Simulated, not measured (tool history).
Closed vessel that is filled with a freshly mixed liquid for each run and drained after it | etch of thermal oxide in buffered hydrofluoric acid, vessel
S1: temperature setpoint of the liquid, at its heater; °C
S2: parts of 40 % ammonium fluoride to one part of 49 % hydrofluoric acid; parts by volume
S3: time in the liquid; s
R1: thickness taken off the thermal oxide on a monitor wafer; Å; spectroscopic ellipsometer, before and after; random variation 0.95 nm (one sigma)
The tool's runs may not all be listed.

Run 1, day 0.000: S1 21.0 °C, S2 23.5 parts by volume, S3 100 s. Result: R1 483.57 Å.
Run 2, day 0.079: S1 23.0 °C, S2 20.5 parts by volume, S3 100 s. Result: R1 596.07 Å.
Run 3, day 0.408: S1 24.5 °C, S2 18.5 parts by volume, S3 100 s. Result: R1 708.51 Å.
Run 4, day 0.608: S1 25.5 °C, S2 17.5 parts by volume, S3 100 s. Result: R1 795.68 Å.
Run 5, day 0.646: S1 25.5 °C, S2 15.0 parts by volume, S3 100 s. Result: R1 927.07 Å.
Run 6, day 0.838: S1 26.0 °C, S2 15.0 parts by volume, S3 100 s. Result: R1 938.10 Å.
Run 7, day 1.158: S1 26.5 °C, S2 15.0 parts by volume, S3 100 s. Result: R1 977.51 Å.

Run 8 comes next. What will it give?
Run 8, day 1.483: S1 27.0 °C, S2 15.0 parts by volume, S3 100 s. Result: R1 ?.

R1: 994.94 Å
